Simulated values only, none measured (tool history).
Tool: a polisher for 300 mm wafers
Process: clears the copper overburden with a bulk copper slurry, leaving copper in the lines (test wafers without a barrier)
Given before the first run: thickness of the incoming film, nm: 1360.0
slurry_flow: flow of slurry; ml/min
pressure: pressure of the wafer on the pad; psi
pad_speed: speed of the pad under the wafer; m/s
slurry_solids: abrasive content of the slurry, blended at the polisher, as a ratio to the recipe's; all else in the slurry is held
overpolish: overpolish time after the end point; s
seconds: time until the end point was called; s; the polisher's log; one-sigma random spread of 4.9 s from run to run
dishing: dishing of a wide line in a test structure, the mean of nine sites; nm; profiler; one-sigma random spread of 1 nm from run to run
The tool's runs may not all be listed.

Run 1, day 0.000: slurry_flow 245 ml/min, pressure 3.2 psi, pad_speed 1.00 m/s, slurry_solids 1.0, overpolish 29 s. Result: seconds 168.21 s, dishing 74.125 nm.
Run 2, day 0.217: slurry_flow 245 ml/min, pressure 3.2 psi, pad_speed 1.00 m/s, slurry_solids 1.0, overpolish 35 s. Result: seconds 163.33 s, dishing 73.238 nm.
Run 3, day 0.379: slurry_flow 245 ml/min, pressure 3.9 psi, pad_speed 1.00 m/s, slurry_solids 1.0, overpolish 35 s. Result: seconds 137.50 s, dishing 84.818 nm.
Run 4, day 0.629: slurry_flow 280 ml/min, pressure 3.9 psi, pad_speed 1.00 m/s, slurry_solids 1.0, overpolish 35 s. Result: seconds 135.91 s, dishing 81.303 nm.
Run 5, day 0.921: slurry_flow 280 ml/min, pressure 3.9 psi, pad_speed 1.00 m/s, slurry_solids 1.0, overpolish 29 s. Result: seconds 133.77 s, dishing 82.853 nm.
Run 6, day 1.271: slurry_flow 275 ml/min, pressure 3.6 psi, pad_speed 0.96 m/s, slurry_solids 1.0, overpolish 29 s. Result: seconds 153.29 s, dishing 77.216 nm.
Run 7, day 1.588: slurry_flow 270 ml/min, pressure 3.3 psi, pad_speed 0.92 m/s, slurry_solids 1.0, overpolish 30 s. Result: seconds 168.78 s, dishing 74.531 nm.
Run 8, day 1.633: slurry_flow 270 ml/min, pressure 3.1 psi, pad_speed 0.88 m/s, slurry_solids 1.0, overpolish 29 s. Result: seconds 191.46 s, dishing 68.604 nm.
Run 9, day 1.754: slurry_flow 270 ml/min, pressure 3.1 psi, pad_speed 0.88 m/s, slurry_solids 1.0, overpolish 29 s. Result: seconds 194.31 s, dishing 70.613 nm.
Run 10, day 2.058: slurry_flow 265 ml/min, pressure 2.2 psi, pad_speed 0.68 m/s, slurry_solids 1.0, overpolish 23 s. Result: seconds 339.25 s, dishing 47.030 nm.
Run 11, day 2.138: slurry_flow 265 ml/min, pressure 2.2 psi, pad_speed 0.68 m/s, slurry_solids 1.0, overpolish 26 s. Result: seconds 342.16 s, dishing 49.785 nm.
Run 12, day 2.383: slurry_flow 265 ml/min, pressure 2.2 psi, pad_speed 0.68 m/s, slurry_solids 1.0, overpolish 27 s. Result: seconds 340.70 s, dishing 51.578 nm.
Run 13, day 2.517: slurry_flow 265 ml/min, pressure 2.2 psi, pad_speed 0.68 m/s, slurry_solids 1.0, overpolish 28 s. Result: seconds 349.58 s, dishing 52.658 nm.

Estimate the outcome of run 14 from the log above:
Run 14, day 2.675: slurry_flow 265 ml/min, pressure 2.1 psi, pad_speed 0.68 m/s, slurry_solids 1.0, overpolish 29 s. Result: seconds ?, dishing ?.

Run 14 came out at seconds 363.26 s, dishing 53.724 nm.
